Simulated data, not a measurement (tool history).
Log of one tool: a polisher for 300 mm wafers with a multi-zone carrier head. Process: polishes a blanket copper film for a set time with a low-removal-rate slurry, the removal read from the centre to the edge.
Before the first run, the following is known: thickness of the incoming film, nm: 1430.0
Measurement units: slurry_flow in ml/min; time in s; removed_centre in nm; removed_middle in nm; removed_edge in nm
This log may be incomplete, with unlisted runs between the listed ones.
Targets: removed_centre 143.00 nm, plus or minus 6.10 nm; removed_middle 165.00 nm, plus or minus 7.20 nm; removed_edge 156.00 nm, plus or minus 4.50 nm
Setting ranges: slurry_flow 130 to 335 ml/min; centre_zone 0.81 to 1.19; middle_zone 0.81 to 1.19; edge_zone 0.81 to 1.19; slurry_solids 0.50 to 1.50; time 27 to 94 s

run,hour,slurry_flow,centre_zone,middle_zone,edge_zone,slurry_solids,time,removed_centre,removed_middle,removed_edge
1,0.0,215,1.00,1.00,1.00,1.00,60,191.69,195.15,193.58
2,4.7,210,0.98,1.00,0.98,0.95,60,190.75,188.62,192.33
3,7.4,210,0.98,1.00,0.98,0.80,60,179.31,182.05,184.93
4,14.0,210,0.97,1.01,0.97,0.75,59,172.79,178.75,175.48
5,20.8,210,0.97,1.01,0.97,0.75,74,219.74,224.10,220.52
6,26.2,210,0.97,1.07,0.97,0.75,74,220.66,234.02,219.45
7,27.0,205,0.95,1.06,0.96,0.70,72,202.59,220.90,210.00
8,29.5,205,0.94,1.06,0.95,0.65,70,191.64,212.82,196.00
9,36.4,205,0.94,1.06,0.95,0.65,70,191.31,212.13,200.98
10,45.4,205,0.94,1.06,0.94,0.65,68,187.31,209.59,193.86
11,46.8,205,0.93,1.05,0.94,0.65,66,180.23,203.75,187.54
12,49.8,200,0.93,1.04,0.94,0.65,65,173.27,187.50,183.62
13,51.0,200,0.93,1.04,0.94,0.65,65,177.40,194.37,181.84
14,59.3,195,0.92,1.03,0.94,0.65,64,169.42,188.07,180.61
15,62.4,190,0.91,1.03,0.93,0.65,64,165.44,184.16,181.47
16,63.2,200,0.90,1.07,0.86,0.50,57,135.72,162.19,143.84
17,67.5,200,0.90,1.07,0.87,0.50,57,137.55,164.29,145.47
18,74.7,200,0.90,1.07,0.88,0.50,57,136.70,166.19,146.66
19,78.2,200,0.90,1.06,0.89,0.50,57,136.94,161.74,148.83
20,87.0,200,0.90,1.06,0.90,0.50,57,138.65,163.08,147.16
21,94.9,200,0.90,1.06,0.91,0.50,57,139.72,162.04,148.67
22,97.9,200,0.90,1.06,0.92,0.50,57,138.82,162.05,147.54

Which one of the following 4 next-run settings gets every result inside its allowed miss? There is exactly one.
A,100.9,275,1.04,1.10,1.04,0.50,52,?,?,?
B,100.9,155,0.94,1.10,1.00,0.75,54,?,?,?
C,100.9,215,0.89,1.12,0.92,0.65,50,?,?,?
D,100.9,200,0.95,1.19,0.93,0.50,52,?,?,?

move,removed_centre,removed_middle,removed_edge
A,153.05,161.01,149.46
B,143.98,169.66,158.82
C,130.01,163.23,143.57
D,133.32,165.22,138.76
A: moves toward the targets from the last run without getting all of them in spec
B: every result within its allowed miss
C: the biggest miss grows against the last run
D: the biggest miss grows against the last run
Answer: B
